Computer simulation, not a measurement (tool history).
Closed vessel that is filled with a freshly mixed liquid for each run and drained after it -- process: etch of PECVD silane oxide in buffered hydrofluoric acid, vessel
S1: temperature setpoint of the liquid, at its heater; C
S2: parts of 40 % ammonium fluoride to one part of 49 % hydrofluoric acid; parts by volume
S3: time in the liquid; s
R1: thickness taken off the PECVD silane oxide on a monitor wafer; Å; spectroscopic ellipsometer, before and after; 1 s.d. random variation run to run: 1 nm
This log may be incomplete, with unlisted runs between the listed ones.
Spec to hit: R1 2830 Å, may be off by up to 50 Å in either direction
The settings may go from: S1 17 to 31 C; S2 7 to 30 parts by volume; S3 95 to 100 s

| run | hour | S1 | S2 | S3 | R1 |
|---|---|---|---|---|---|
| 1 | 0 | 23 | 19 | 95 | 2101.3 |
| 2 | 5.4 | 23 | 19 | 95 | 2109.8 |
| 3 | 13.4 | 24 | 19 | 95 | 2243.3 |
| 4 | 20.4 | 25 | 19 | 95 | 2341.6 |
| 5 | 28.9 | 26 | 19 | 95 | 2465.1 |
| 6 | 32.5 | 26.5 | 19 | 95 | 2554.3 |
| 7 | 37.8 | 27 | 19 | 95 | 2630.9 |
| 8 | 41.9 | 27.5 | 19 | 95 | 2706.6 |
| 9 | 46.1 | 28 | 19 | 95 | 2769 |

Of the 4 settings listed for the next run, only one would bring every result within its allowed miss of target. Which one?
| A | 50.3 | 26.5 | 18.5 | 100 | ? |
| B | 50.3 | 26.5 | 17 | 95 | ? |
| C | 50.3 | 28.5 | 20 | 95 | ? |
| D | 50.3 | 27 | 18.5 | 95 | ? |

| move | R1 |
|---|---|
| A | 2751.6 |
| B | 2840.9 |
| C | 2694.6 |
| D | 2685.3 |
A: further off than the last run
B: every result lands within tolerance
C: further off than the last run
D: further off than the last run
Answer: B

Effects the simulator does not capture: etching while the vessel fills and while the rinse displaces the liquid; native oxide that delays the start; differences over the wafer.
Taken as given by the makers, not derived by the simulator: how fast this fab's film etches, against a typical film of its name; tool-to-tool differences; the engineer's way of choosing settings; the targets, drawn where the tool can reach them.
